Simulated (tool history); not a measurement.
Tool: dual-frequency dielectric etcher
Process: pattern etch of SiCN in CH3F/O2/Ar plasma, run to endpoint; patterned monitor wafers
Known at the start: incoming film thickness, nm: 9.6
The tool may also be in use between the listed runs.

run,hour,source power (W),bias power (W),endpoint time (s)
1,0,310,102,23.841
2,8.9,320,104,22.911
3,14.7,330,105,23.15
4,21.1,340,109,21.775
5,27.2,320,109,22.94
6,34.6,330,110,21.864
7,36.5,340,110,21.914
8,42.4,350,111,21.527
9,50.9,400,116,19.24

Forecast run 10:
10,58.4,400,116,?

{"run 10": {"endpoint time (s)": 19.513}}

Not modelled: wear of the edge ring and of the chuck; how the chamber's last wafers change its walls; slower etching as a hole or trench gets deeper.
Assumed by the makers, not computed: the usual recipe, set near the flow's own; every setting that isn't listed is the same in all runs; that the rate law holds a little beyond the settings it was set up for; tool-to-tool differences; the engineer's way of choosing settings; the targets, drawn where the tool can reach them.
